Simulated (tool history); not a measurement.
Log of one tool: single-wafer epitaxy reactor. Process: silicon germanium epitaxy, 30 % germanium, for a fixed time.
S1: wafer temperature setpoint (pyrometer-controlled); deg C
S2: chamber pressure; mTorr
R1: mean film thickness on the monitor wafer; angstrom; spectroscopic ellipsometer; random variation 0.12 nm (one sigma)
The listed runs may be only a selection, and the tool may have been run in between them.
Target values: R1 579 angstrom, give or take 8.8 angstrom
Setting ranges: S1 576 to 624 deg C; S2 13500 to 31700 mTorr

run	day	S1	S2	R1
1	0	600	22600	673.94
2	0.1	599	22600	663.37
3	0.375	598	22600	651.67
4	0.654	598	20400	625.32
5	0.958	587	20400	520.74
6	1.171	588	20400	531.31
7	1.233	589	20400	539.94
8	1.321	591	20400	558.3
# day 1.575: pyrometer calibrated
9	1.575	592	20400	530.85
10	1.938	593	20400	542.35
11	2.038	594	20400	548.68

Of the 4 settings listed for the next run, only one would bring every result within its allowed miss of target. Which one?
A	2.138	594	16800	?
B	2.138	597	18900	?
C	2.138	595	21800	?
D	2.138	595	19500	?

move	R1
A	507.91
B	560.05
C	573.86
D	548.58
A: its largest miss is bigger than the last run's
B: nearer the targets than the last run, but a result is still out of spec
C: all results in spec
D: neither nearer nor further off than the last run
Answer: C
